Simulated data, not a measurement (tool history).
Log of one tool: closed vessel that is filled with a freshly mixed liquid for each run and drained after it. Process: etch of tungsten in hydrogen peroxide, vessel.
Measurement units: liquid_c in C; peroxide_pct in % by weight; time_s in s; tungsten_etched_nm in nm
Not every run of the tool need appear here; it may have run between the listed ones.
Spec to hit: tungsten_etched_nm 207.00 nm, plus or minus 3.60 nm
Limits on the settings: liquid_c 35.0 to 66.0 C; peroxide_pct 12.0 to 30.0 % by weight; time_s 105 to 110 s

| run | hour | liquid_c | peroxide_pct | time_s | tungsten_etched_nm |
|---|---|---|---|---|---|
| 1 | 0.0 | 51.0 | 22.0 | 105 | 360.71 |
| 2 | 1.2 | 51.0 | 20.0 | 105 | 347.07 |
| 3 | 3.1 | 57.0 | 20.0 | 105 | 495.93 |
| 4 | 11.2 | 57.0 | 15.5 | 105 | 434.97 |
| 5 | 18.1 | 57.0 | 15.5 | 110 | 454.75 |
| 6 | 19.3 | 55.0 | 15.5 | 110 | 408.41 |
| 7 | 26.4 | 53.5 | 15.5 | 110 | 372.27 |
| 8 | 33.5 | 52.0 | 15.5 | 110 | 341.58 |

Which single option among these 5 for the next run brings every result within its allowed miss of target? Just one does.
| A | 40.6 | 47.0 | 14.5 | 105 | ? |
| B | 40.6 | 45.5 | 13.0 | 105 | ? |
| C | 40.6 | 59.5 | 22.5 | 110 | ? |
| D | 40.6 | 45.5 | 14.0 | 105 | ? |
| E | 40.6 | 45.5 | 15.0 | 105 | ? |

| move | tungsten_etched_nm |
|---|---|
| A | 230.43 |
| B | 198.64 |
| C | 636.06 |
| D | 206.14 |
| E | 213.38 |
A: an improvement on the last run, though not all results are within tolerance
B: moves the result that the last run missed by most past its target, out the other side
C: misses by more than the last run did
D: each result inside its tolerance
E: an improvement on the last run, though not all results are within tolerance
The right move is D.

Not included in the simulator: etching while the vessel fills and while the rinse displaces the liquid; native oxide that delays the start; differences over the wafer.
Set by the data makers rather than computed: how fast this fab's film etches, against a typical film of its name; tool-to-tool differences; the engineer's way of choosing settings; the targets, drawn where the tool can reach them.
